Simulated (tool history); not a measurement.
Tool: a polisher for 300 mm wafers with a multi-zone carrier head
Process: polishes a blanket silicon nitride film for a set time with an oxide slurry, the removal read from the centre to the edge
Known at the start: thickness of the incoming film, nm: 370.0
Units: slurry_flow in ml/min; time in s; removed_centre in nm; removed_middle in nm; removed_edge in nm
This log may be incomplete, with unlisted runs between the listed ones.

run 1 hour=0 | slurry_flow=130 centre_zone=1 middle_zone=1 edge_zone=1 slurry_solids=1 time=49 | removed_centre=25.874 removed_middle=28.206 removed_edge=27.889
run 2 hour=5 | slurry_flow=130 centre_zone=1 middle_zone=1 edge_zone=0.98 slurry_solids=0.95 time=49 | removed_centre=26.094 removed_middle=27.287 removed_edge=27.836
run 3 hour=10.3 | slurry_flow=130 centre_zone=1 middle_zone=1.03 edge_zone=0.97 slurry_solids=0.9 time=48 | removed_centre=24.908 removed_middle=27.219 removed_edge=25.841
run 4 hour=12.8 | slurry_flow=130 centre_zone=1 middle_zone=0.99 edge_zone=0.97 slurry_solids=0.9 time=48 | removed_centre=24.053 removed_middle=26.602 removed_edge=26.289
run 5 hour=18.2 | slurry_flow=130 centre_zone=1.07 middle_zone=0.99 edge_zone=0.97 slurry_solids=0.9 time=48 | removed_centre=25.881 removed_middle=26.389 removed_edge=25.643
-- hour=21 centre zone pressure recalibrated
run 6 hour=21 | slurry_flow=125 centre_zone=1.07 middle_zone=0.99 edge_zone=0.96 slurry_solids=0.85 time=48 | removed_centre=26.6 removed_middle=25.37 removed_edge=25.502
run 7 hour=24.4 | slurry_flow=130 centre_zone=1.06 middle_zone=1 edge_zone=0.95 slurry_solids=0.8 time=47 | removed_centre=25.325 removed_middle=24.944 removed_edge=23.957
run 8 hour=31.8 | slurry_flow=130 centre_zone=1.04 middle_zone=1 edge_zone=0.94 slurry_solids=0.75 time=47 | removed_centre=24.689 removed_middle=24.141 removed_edge=23.71
run 9 hour=34.7 | slurry_flow=130 centre_zone=1.02 middle_zone=1.01 edge_zone=0.93 slurry_solids=0.7 time=47 | removed_centre=24.401 removed_middle=23.957 removed_edge=22.707
run 10 hour=40.9 | slurry_flow=125 centre_zone=1 middle_zone=1.01 edge_zone=0.92 slurry_solids=0.7 time=47 | removed_centre=23.355 removed_middle=24.096 removed_edge=22.696
run 11 hour=45 | slurry_flow=120 centre_zone=0.99 middle_zone=1.01 edge_zone=0.91 slurry_solids=0.7 time=47 | removed_centre=22.933 removed_middle=24.214 removed_edge=22.838
run 12 hour=50.5 | slurry_flow=105 centre_zone=0.96 middle_zone=0.98 edge_zone=0.84 slurry_solids=0.5 time=47 | removed_centre=19.713 removed_middle=20.727 removed_edge=19.614

Expected results for the next run?
run 13 hour=52.4 | slurry_flow=110 centre_zone=0.95 middle_zone=0.99 edge_zone=0.85 slurry_solids=0.5 time=47 | removed_centre=? removed_middle=? removed_edge=?

removed_centre: 19.913 nm
removed_middle: 20.87 nm
removed_edge: 19.234 nm
